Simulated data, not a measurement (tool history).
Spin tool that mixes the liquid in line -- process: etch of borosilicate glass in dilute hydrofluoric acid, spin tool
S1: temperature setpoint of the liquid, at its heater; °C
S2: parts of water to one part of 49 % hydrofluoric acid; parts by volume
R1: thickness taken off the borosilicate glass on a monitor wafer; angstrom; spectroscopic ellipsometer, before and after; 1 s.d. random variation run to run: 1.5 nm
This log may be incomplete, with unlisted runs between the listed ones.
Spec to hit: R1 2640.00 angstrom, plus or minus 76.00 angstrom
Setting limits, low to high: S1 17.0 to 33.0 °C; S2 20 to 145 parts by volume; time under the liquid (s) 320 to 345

run 1 hour=0.0 | S1=25.0 S2=80 time_under_the_liquid_(s)=320 | R1=914.82
run 2 hour=8.9 | S1=27.0 S2=65 time_under_the_liquid_(s)=320 | R1=1231.20
run 3 hour=16.6 | S1=27.0 S2=90 time_under_the_liquid_(s)=320 | R1=863.07
run 4 hour=23.0 | S1=27.0 S2=90 time_under_the_liquid_(s)=320 | R1=854.91
run 5 hour=31.7 | S1=28.5 S2=70 time_under_the_liquid_(s)=320 | R1=1210.40
run 6 hour=35.5 | S1=26.0 S2=70 time_under_the_liquid_(s)=320 | R1=1093.60
run 7 hour=36.2 | S1=28.0 S2=55 time_under_the_liquid_(s)=320 | R1=1522.40
run 8 hour=44.0 | S1=29.5 S2=50 time_under_the_liquid_(s)=320 | R1=1798.50
run 9 hour=47.9 | S1=30.5 S2=45 time_under_the_liquid_(s)=320 | R1=2101.10
run 10 hour=51.8 | S1=31.0 S2=45 time_under_the_liquid_(s)=320 | R1=2145.10
run 11 hour=55.9 | S1=33.0 S2=35 time_under_the_liquid_(s)=320 | R1=3047.10
run 12 hour=59.1 | S1=32.5 S2=35 time_under_the_liquid_(s)=320 | R1=2960.80
run 13 hour=64.6 | S1=32.0 S2=35 time_under_the_liquid_(s)=320 | R1=2916.10
run 14 hour=72.8 | S1=32.0 S2=35 time_under_the_liquid_(s)=320 | R1=2922.40

4 next moves are on the table. One of them brings every result within its allowed miss. Which?
run A hour=81.0 | S1=30.0 S2=30 time_under_the_liquid_(s)=335 | R1=?
run B hour=81.0 | S1=33.0 S2=35 time_under_the_liquid_(s)=330 | R1=?
run C hour=81.0 | S1=31.0 S2=40 time_under_the_liquid_(s)=345 | R1=?
run D hour=81.0 | S1=33.0 S2=40 time_under_the_liquid_(s)=340 | R1=?

move=A R1=3318.50
move=B R1=3128.50
move=C R1=2624.80
move=D R1=2796.70
A: moves away from the targets compared with the last run
B: moves away from the targets compared with the last run
C: every result lands within tolerance
D: nearer than the last run, and not there yet
The move that meets every target is C.

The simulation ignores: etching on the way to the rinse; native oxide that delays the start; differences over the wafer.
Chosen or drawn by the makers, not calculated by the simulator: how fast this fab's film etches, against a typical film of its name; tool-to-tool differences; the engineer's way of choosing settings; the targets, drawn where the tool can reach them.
